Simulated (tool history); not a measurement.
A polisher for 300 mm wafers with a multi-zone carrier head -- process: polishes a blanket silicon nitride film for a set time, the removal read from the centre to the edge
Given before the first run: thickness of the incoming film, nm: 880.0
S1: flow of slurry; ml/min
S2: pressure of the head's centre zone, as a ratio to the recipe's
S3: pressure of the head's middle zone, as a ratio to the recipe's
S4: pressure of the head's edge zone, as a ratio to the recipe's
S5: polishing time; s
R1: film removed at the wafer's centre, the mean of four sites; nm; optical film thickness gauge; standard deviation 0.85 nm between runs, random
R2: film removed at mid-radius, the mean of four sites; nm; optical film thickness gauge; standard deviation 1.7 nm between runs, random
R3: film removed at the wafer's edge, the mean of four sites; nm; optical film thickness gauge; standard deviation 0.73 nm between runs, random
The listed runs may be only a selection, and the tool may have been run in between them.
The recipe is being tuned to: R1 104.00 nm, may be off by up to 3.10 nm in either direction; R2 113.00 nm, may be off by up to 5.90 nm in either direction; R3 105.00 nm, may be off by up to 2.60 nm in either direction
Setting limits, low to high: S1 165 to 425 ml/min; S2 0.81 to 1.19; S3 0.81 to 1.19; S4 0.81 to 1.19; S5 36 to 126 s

run 1 hour=0.0 | S1=275 S2=1.00 S3=1.00 S4=1.00 S5=81 | R1=149.68 R2=148.66 R3=151.11
run 2 hour=2.3 | S1=340 S2=1.00 S3=1.00 S4=1.00 S5=81 | R1=153.40 R2=154.93 R3=154.37
run 3 hour=2.9 | S1=340 S2=1.00 S3=1.00 S4=1.00 S5=101 | R1=187.94 R2=184.83 R3=196.22
run 4 hour=6.6 | S1=390 S2=1.00 S3=1.00 S4=1.00 S5=101 | R1=194.05 R2=189.97 R3=195.64
run 5 hour=14.7 | S1=390 S2=1.00 S3=1.00 S4=1.00 S5=119 | R1=224.63 R2=224.84 R3=227.87
run 6 hour=22.8 | S1=390 S2=1.00 S3=1.00 S4=1.00 S5=126 | R1=238.63 R2=239.00 R3=241.81
run 7 hour=30.5 | S1=325 S2=0.91 S3=1.00 S4=0.90 S5=104 | R1=176.06 R2=193.27 R3=189.27
run 8 hour=37.1 | S1=325 S2=0.91 S3=1.00 S4=0.89 S5=93 | R1=160.19 R2=176.58 R3=166.85
run 9 hour=45.8 | S1=320 S2=0.90 S3=0.98 S4=0.88 S5=84 | R1=141.23 R2=153.76 R3=152.10
run 10 hour=51.5 | S1=315 S2=0.90 S3=0.98 S4=0.87 S5=78 | R1=130.67 R2=145.51 R3=137.96
run 11 hour=53.6 | S1=315 S2=0.90 S3=0.97 S4=0.86 S5=74 | R1=123.43 R2=132.56 R3=131.16
run 12 hour=61.0 | S1=315 S2=0.90 S3=0.98 S4=0.85 S5=71 | R1=116.96 R2=131.84 R3=125.76
run 13 hour=67.2 | S1=315 S2=0.91 S3=0.98 S4=0.84 S5=68 | R1=115.31 R2=124.72 R3=119.02
run 14 hour=74.5 | S1=315 S2=0.91 S3=0.98 S4=0.83 S5=66 | R1=111.01 R2=119.97 R3=113.58
run 15 hour=78.2 | S1=315 S2=0.91 S3=0.98 S4=0.83 S5=65 | R1=110.86 R2=119.51 R3=113.37
run 16 hour=79.6 | S1=315 S2=0.91 S3=0.98 S4=0.83 S5=64 | R1=107.99 R2=117.30 R3=111.42
run 17 hour=80.6 | S1=315 S2=0.91 S3=0.98 S4=0.83 S5=63 | R1=107.79 R2=117.43 R3=110.52

Consider the 5 candidate settings below. Which is the only one whose results all fall within their allowed miss of target?
run A hour=81.6 | S1=325 S2=0.87 S3=0.84 S4=0.94 S5=65 | R1=? R2=? R3=?
run B hour=81.6 | S1=305 S2=0.93 S3=0.95 S4=0.83 S5=66 | R1=? R2=? R3=?
run C hour=81.6 | S1=315 S2=0.91 S3=0.98 S4=0.81 S5=61 | R1=? R2=? R3=?
run D hour=81.6 | S1=340 S2=0.96 S3=0.94 S4=0.81 S5=57 | R1=? R2=? R3=?
run E hour=81.6 | S1=285 S2=0.99 S3=0.98 S4=0.81 S5=61 | R1=? R2=? R3=?

move=A R1=105.72 R2=104.60 R3=121.07
move=B R1=114.23 R2=116.97 R3=115.52
move=C R1=103.63 R2=111.29 R3=105.82
move=D R1=102.87 R2=101.02 R3=99.40
move=E R1=111.73 R2=110.28 R3=105.12
A: its largest miss is bigger than the last run's
B: its largest miss is bigger than the last run's
C: every result within its allowed miss
D: takes the biggest miss from the last run beyond its target
E: brings the result that was furthest off to its target, and leaves another outside
Correct choice: C, which meets every target
